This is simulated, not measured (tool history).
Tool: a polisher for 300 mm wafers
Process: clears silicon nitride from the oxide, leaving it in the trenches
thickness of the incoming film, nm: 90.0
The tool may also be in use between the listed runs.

| run | hour | flow of slurry (ml/min) | pressure of the wafer on the pad (kPa) | speed of the pad under the wafer (m/s) | overpolish time after the end point (s) | time until the end point was called (s) |
|---|---|---|---|---|---|---|
| 1 | 0 | 135 | 23.4 | 0.82 | 8 | 85.484 |
| 2 | 3.3 | 135 | 18.6 | 0.82 | 8 | 110.9 |
| 3 | 11.8 | 135 | 18.6 | 0.82 | 8 | 106.77 |
| 4 | 16.2 | 135 | 21.4 | 0.84 | 8 | 91.085 |
| 5 | 22.8 | 165 | 21.4 | 0.84 | 8 | 87.539 |
| 6 | 25.6 | 165 | 21.4 | 0.84 | 8 | 87.509 |
| 7 | 33.4 | 165 | 22.8 | 0.84 | 8 | 80.179 |

Run 8 is up next; what results do you expect?
| 8 | 38.5 | 165 | 23.4 | 0.84 | 8 | ? |

{"run 8": {"time until the end point was called (s)": 82.515}}
